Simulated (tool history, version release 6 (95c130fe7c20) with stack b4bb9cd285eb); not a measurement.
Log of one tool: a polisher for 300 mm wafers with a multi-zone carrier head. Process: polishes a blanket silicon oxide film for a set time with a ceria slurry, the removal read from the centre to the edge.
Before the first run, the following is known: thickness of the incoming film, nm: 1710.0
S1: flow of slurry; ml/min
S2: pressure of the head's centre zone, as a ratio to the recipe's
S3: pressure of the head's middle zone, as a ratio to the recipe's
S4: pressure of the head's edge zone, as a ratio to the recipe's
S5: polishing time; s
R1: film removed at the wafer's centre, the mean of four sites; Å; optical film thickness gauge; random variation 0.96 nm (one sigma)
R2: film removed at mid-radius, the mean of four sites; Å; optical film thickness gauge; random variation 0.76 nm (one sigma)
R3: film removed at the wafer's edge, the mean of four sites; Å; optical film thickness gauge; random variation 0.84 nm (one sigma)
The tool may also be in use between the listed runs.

| run | day | S1 | S2 | S3 | S4 | S5 | R1 | R2 | R3 |
|---|---|---|---|---|---|---|---|---|---|
| 1 | 0 | 180 | 1 | 1 | 1 | 32 | 1078.8 | 1067.2 | 1085.8 |
| 2 | 0.1 | 170 | 0.97 | 0.99 | 0.99 | 32 | 1037 | 1073.4 | 1076.6 |
| 3 | 0.229 | 205 | 0.97 | 0.99 | 0.99 | 32 | 1050 | 1099.2 | 1112.4 |
| 4 | 0.492 | 195 | 0.95 | 0.97 | 0.98 | 32 | 1035.8 | 1073.7 | 1114.7 |
| 5 | 0.658 | 195 | 0.95 | 0.92 | 0.98 | 32 | 1049.1 | 1030.1 | 1099.6 |
| 6 | 1.017 | 185 | 0.93 | 0.91 | 0.97 | 32 | 1008.7 | 993.67 | 1091.2 |

Run 7 has not been measured yet. What should we expect?
| 7 | 1.288 | 175 | 0.91 | 0.91 | 0.96 | 32 | ? | ? | ? |

R1: 968.81 Å
R2: 993.15 Å
R3: 1083.7 Å
